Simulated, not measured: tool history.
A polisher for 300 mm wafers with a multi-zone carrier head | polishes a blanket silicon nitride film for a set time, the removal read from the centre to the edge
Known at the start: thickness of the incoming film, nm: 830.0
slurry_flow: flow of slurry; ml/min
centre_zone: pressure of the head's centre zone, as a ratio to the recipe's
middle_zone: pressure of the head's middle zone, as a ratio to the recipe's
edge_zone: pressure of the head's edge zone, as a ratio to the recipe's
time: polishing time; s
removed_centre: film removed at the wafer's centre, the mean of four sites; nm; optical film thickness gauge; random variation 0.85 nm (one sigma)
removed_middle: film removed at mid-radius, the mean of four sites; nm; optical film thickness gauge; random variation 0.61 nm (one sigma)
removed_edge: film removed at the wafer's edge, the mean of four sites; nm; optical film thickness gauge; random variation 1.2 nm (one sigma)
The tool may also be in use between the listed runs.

run    day  slurry_flow  centre_zone  middle_zone  edge_zone  time  removed_centre  removed_middle  removed_edge
  1  0.000          195         1.00         1.00       1.00    89          141.72          140.84        142.18
  2  0.221          195         1.00         0.95       1.00    89          142.14          133.76        140.23
  3  0.321          190         0.99         0.93       0.98    87          137.32          129.28        138.60
  4  0.654          190         0.99         0.93       0.98    69          107.19          103.04        110.44
  5  0.996          190         0.99         0.99       0.98    69          108.16          107.26        111.67
  6  1.371          190         0.99         0.99       0.98    89          138.38          139.16        139.79
  7  1.429          185         1.00         0.97       0.96    86          135.69          132.20        134.40
  8  1.504          185         1.00         0.95       0.95    83          130.26          125.45        126.71
  9  1.821          180         1.00         0.93       0.94    81          127.67          118.74        124.60
 10  1.867          175         1.00         0.92       0.92    79          123.10          114.66        117.35
 11  2.138          170         1.00         0.90       0.91    78          120.33          110.48        115.97
 12  2.200          165         1.00         0.89       0.90    77          119.60          108.22        116.52

Run 13 comes next. What will it give?
 13  2.542          165         1.00         0.88       0.89    76               ?               ?             ?

Run 13 gave removed_centre 118.40 nm, removed_middle 106.82 nm, removed_edge 113.98 nm.

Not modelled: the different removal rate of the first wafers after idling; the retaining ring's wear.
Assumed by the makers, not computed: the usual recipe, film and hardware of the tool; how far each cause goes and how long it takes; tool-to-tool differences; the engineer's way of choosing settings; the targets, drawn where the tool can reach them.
